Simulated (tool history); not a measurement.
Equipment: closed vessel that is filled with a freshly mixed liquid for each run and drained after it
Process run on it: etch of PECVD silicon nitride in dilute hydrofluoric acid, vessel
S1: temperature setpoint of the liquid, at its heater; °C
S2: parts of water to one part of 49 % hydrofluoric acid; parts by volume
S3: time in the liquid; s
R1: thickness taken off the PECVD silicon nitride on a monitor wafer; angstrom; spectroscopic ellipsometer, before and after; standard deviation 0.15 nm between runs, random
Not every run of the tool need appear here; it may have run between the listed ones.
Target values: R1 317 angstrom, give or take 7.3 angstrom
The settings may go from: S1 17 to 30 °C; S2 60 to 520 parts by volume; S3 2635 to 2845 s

run 1 hour=0 | S1=22 S2=290 S3=2635 | R1=502.18
run 2 hour=1.7 | S1=21 S2=300 S3=2635 | R1=457.68
run 3 hour=7 | S1=21 S2=300 S3=2845 | R1=490.02
run 4 hour=10.1 | S1=20 S2=310 S3=2845 | R1=445.05
run 5 hour=12.1 | S1=19.5 S2=315 S3=2845 | R1=424.1
run 6 hour=15.3 | S1=19 S2=320 S3=2845 | R1=408.06
run 7 hour=19 | S1=18.5 S2=325 S3=2845 | R1=386.33
run 8 hour=20 | S1=18 S2=330 S3=2845 | R1=369.63
run 9 hour=21.4 | S1=18 S2=335 S3=2845 | R1=360.77
run 10 hour=25.3 | S1=18 S2=340 S3=2845 | R1=358.71
run 11 hour=27.8 | S1=18 S2=345 S3=2845 | R1=354.77
run 12 hour=32.5 | S1=18 S2=350 S3=2845 | R1=349.59
run 13 hour=39.3 | S1=18 S2=350 S3=2845 | R1=351.98
run 14 hour=44.3 | S1=18 S2=355 S3=2845 | R1=343.91
run 15 hour=52.7 | S1=17.5 S2=360 S3=2845 | R1=331.56

4 next moves are on the table. One of them brings every result within its allowed miss. Which?
run A hour=61.1 | S1=22.5 S2=505 S3=2635 | R1=?
run B hour=61.1 | S1=17 S2=305 S3=2815 | R1=?
run C hour=61.1 | S1=18.5 S2=340 S3=2645 | R1=?
run D hour=61.1 | S1=18 S2=375 S3=2750 | R1=?

move=A R1=298.59
move=B R1=368.6
move=C R1=344.06
move=D R1=315.63
A: moves the result that the last run missed by most past its target, out the other side
B: its largest miss is bigger than the last run's
C: its largest miss is bigger than the last run's
D: all results in spec
So the answer is move D, the one that meets all the targets.
